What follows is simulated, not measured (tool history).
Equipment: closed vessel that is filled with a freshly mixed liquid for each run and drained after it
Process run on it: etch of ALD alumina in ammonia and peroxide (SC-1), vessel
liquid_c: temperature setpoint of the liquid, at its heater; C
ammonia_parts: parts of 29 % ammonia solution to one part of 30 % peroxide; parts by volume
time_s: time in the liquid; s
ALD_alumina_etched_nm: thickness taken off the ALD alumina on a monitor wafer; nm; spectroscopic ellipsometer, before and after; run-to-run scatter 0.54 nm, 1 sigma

Run 1, hour 0.0: liquid_c 49.0 C, ammonia_parts 0.55 parts by volume, time_s 455 s. Result: ALD_alumina_etched_nm 44.639 nm.
Run 2, hour 1.5: liquid_c 52.5 C, ammonia_parts 0.55 parts by volume, time_s 455 s. Result: ALD_alumina_etched_nm 54.229 nm.
Run 3, hour 4.0: liquid_c 55.0 C, ammonia_parts 0.55 parts by volume, time_s 455 s. Result: ALD_alumina_etched_nm 61.219 nm.
Run 4, hour 9.1: liquid_c 57.0 C, ammonia_parts 0.55 parts by volume, time_s 455 s. Result: ALD_alumina_etched_nm 68.137 nm.
Run 5, hour 15.9: liquid_c 58.5 C, ammonia_parts 0.55 parts by volume, time_s 455 s. Result: ALD_alumina_etched_nm 74.075 nm.
Run 6, hour 25.2: liquid_c 58.5 C, ammonia_parts 0.45 parts by volume, time_s 455 s. Result: ALD_alumina_etched_nm 73.372 nm.
Run 7, hour 30.3: liquid_c 59.5 C, ammonia_parts 0.45 parts by volume, time_s 455 s. Result: ALD_alumina_etched_nm 76.490 nm.
Run 8, hour 34.9: liquid_c 60.5 C, ammonia_parts 0.45 parts by volume, time_s 455 s. Result: ALD_alumina_etched_nm 80.449 nm.

Run 9 has not been measured yet. What should we expect?
Run 9, hour 39.5: liquid_c 61.0 C, ammonia_parts 0.45 parts by volume, time_s 455 s. Result: ALD_alumina_etched_nm ?.

{"run 9": {"ALD_alumina_etched_nm": 82.701}}
